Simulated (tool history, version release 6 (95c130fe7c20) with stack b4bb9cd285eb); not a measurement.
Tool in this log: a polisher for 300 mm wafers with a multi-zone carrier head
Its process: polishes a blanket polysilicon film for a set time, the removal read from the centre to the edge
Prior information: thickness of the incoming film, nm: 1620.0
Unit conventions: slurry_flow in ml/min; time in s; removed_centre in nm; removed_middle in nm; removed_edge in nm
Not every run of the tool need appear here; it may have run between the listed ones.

run 1 day=0.000 | slurry_flow=170 centre_zone=1.00 middle_zone=1.00 edge_zone=1.00 time=30 | removed_centre=196.94 removed_middle=190.61 removed_edge=195.15
run 2 day=0.225 | slurry_flow=170 centre_zone=0.92 middle_zone=1.00 edge_zone=1.00 time=30 | removed_centre=184.11 removed_middle=194.83 removed_edge=196.30
run 3 day=0.504 | slurry_flow=160 centre_zone=0.92 middle_zone=0.99 edge_zone=0.98 time=30 | removed_centre=183.31 removed_middle=190.17 removed_edge=192.41
run 4 day=0.721 | slurry_flow=150 centre_zone=0.91 middle_zone=0.98 edge_zone=0.96 time=30 | removed_centre=178.00 removed_middle=185.12 removed_edge=188.31
run 5 day=0.750 | slurry_flow=140 centre_zone=0.91 middle_zone=0.98 edge_zone=0.95 time=30 | removed_centre=176.34 removed_middle=184.86 removed_edge=185.02
run 6 day=0.829 | slurry_flow=140 centre_zone=0.84 middle_zone=0.98 edge_zone=0.95 time=30 | removed_centre=164.85 removed_middle=186.03 removed_edge=185.21
run 7 day=0.879 | slurry_flow=135 centre_zone=0.85 middle_zone=0.97 edge_zone=0.94 time=30 | removed_centre=165.46 removed_middle=182.70 removed_edge=183.10

What will run 8 give?
run 8 day=1.096 | slurry_flow=135 centre_zone=0.85 middle_zone=0.97 edge_zone=0.94 time=30 | removed_centre=? removed_middle=? removed_edge=?

removed_centre: 163.47 nm
removed_middle: 181.03 nm
removed_edge: 185.56 nm
